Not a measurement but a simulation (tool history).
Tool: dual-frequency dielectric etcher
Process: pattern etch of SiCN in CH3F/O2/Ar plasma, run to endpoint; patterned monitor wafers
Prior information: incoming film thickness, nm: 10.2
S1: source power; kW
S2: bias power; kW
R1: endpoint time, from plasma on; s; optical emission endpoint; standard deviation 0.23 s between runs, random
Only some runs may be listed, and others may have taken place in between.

{"run": 1, "hour": 0.0, "S1": 0.47, "S2": 0.076, "R1": 26.757}
{"run": 2, "hour": 3.8, "S1": 0.44, "S2": 0.075, "R1": 27.839}
{"run": 3, "hour": 7.0, "S1": 0.44, "S2": 0.069, "R1": 28.391}
{"run": 4, "hour": 8.4, "S1": 0.44, "S2": 0.075, "R1": 27.608}
{"run": 5, "hour": 15.3, "S1": 0.42, "S2": 0.074, "R1": 27.994}
{"run": 6, "hour": 18.7, "S1": 0.4, "S2": 0.073, "R1": 28.798}

What does the tool deliver on the next run?
{"hour": 24.7, "done": "wet clean of the chamber"}
{"run": 7, "hour": 24.7, "S1": 0.39, "S2": 0.072, "R1": "?"}

{"run 7": {"R1": 28.084}}

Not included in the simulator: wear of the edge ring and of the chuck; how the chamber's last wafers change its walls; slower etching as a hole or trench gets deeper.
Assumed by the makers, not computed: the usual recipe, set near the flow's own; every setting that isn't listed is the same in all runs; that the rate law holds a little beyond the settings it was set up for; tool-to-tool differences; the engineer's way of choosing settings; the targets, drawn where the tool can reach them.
